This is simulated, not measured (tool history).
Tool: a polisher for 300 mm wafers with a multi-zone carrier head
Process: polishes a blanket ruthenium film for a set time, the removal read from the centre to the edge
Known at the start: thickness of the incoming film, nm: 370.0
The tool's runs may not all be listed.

run,hour,flow of slurry (ml/min),pressure of the head's centre zone,pressure of the head's middle zone,pressure of the head's edge zone,polishing time (s),film removed at the wafer's centre (angstrom),film removed at mid-radius (angstrom),film removed at the wafer's edge (angstrom)
1,0,300,1,1,1,30,381.79,383.25,385.65
2,6.3,300,0.92,1,1,30,348.76,377.11,392.93
3,14.7,300,0.92,1,1,25,292.32,321.46,321.4
4,15.7,285,0.88,1.02,1,23,254.73,309.13,292.18
5,16.4,265,0.86,1.01,1,22,237.93,282.7,276.95
6,23.3,265,0.86,1.01,0.96,22,234.11,281.44,273.48

Forecast run 7:
7,30,265,0.86,1.01,0.96,22,?,?,?

Run 7 gave film removed at the wafer's centre (angstrom) 238.59, film removed at mid-radius (angstrom) 285.43, film removed at the wafer's edge (angstrom) 272.23.
